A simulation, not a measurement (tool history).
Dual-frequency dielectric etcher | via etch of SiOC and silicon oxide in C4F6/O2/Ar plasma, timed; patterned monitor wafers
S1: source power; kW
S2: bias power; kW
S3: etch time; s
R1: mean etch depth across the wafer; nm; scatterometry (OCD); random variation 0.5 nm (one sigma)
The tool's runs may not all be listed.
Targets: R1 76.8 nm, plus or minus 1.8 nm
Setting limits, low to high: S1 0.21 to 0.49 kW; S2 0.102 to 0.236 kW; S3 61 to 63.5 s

run  hour    S1     S2    S3      R1
  1     0  0.35  0.169    61  63.201
  2   4.1  0.38  0.178  61.5  66.928
  3  11.1  0.38  0.156  61.5  63.156
  4  17.9   0.4  0.156  61.5  64.387
  5  26.8  0.37  0.156  61.5  62.158
  6  27.8  0.37  0.168  61.5  64.283
  7  31.7   0.4  0.177  61.5   67.87
  8  39.2  0.42  0.183  61.5  69.921
     47.1  -- bias power generator calibrated
  9  47.1  0.43  0.188  61.5  70.233
 10  54.4  0.44  0.195  61.5  71.877

Below are 4 possible settings for the next run. Only one of them brings all results inside the allowed miss of their targets. Which is it?
  A  61.7  0.45  0.203    61   ?
  B  61.7  0.41  0.191    63   ?
  C  61.7  0.43  0.201    63   ?
  D  61.7  0.49  0.204  62.5   ?

move      R1
   A  73.067
   B  71.164
   C  73.869
   D  77.528
A: nearer than the last run, and not there yet
B: moves away from the targets compared with the last run
C: nearer than the last run, and not there yet
D: all results in spec
The move that meets every target is D.
